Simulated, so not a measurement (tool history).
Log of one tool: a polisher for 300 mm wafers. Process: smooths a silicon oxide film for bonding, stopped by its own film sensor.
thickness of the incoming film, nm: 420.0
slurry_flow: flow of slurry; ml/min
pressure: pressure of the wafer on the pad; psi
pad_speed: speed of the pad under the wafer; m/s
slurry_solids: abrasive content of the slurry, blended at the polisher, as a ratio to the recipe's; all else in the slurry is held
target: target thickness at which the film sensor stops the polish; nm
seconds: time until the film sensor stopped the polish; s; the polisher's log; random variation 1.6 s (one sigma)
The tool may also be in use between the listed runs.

| run | day | slurry_flow | pressure | pad_speed | slurry_solids | target | seconds |
|---|---|---|---|---|---|---|---|
| 1 | 0.000 | 185 | 2.3 | 0.74 | 1.00 | 375 | 96.478 |
| 2 | 0.129 | 185 | 2.3 | 0.74 | 1.15 | 375 | 89.968 |
| 3 | 0.379 | 185 | 2.3 | 0.74 | 1.15 | 375 | 89.553 |
| 4 | 0.754 | 185 | 2.3 | 0.82 | 1.15 | 375 | 82.445 |
|  | 0.904 | worn pad replaced by a new one |
| 5 | 0.904 | 185 | 2.2 | 0.82 | 1.15 | 375 | 79.299 |
| 6 | 1.133 | 210 | 2.2 | 0.82 | 1.15 | 375 | 76.697 |
| 7 | 1.388 | 200 | 2.1 | 0.82 | 1.15 | 375 | 80.997 |
| 8 | 1.608 | 190 | 2.0 | 0.82 | 1.15 | 375 | 84.510 |

Forecast run 9:
| 9 | 1.762 | 190 | 1.4 | 0.76 | 1.15 | 375 | ? |

{"run 9": {"seconds": 105.25}}

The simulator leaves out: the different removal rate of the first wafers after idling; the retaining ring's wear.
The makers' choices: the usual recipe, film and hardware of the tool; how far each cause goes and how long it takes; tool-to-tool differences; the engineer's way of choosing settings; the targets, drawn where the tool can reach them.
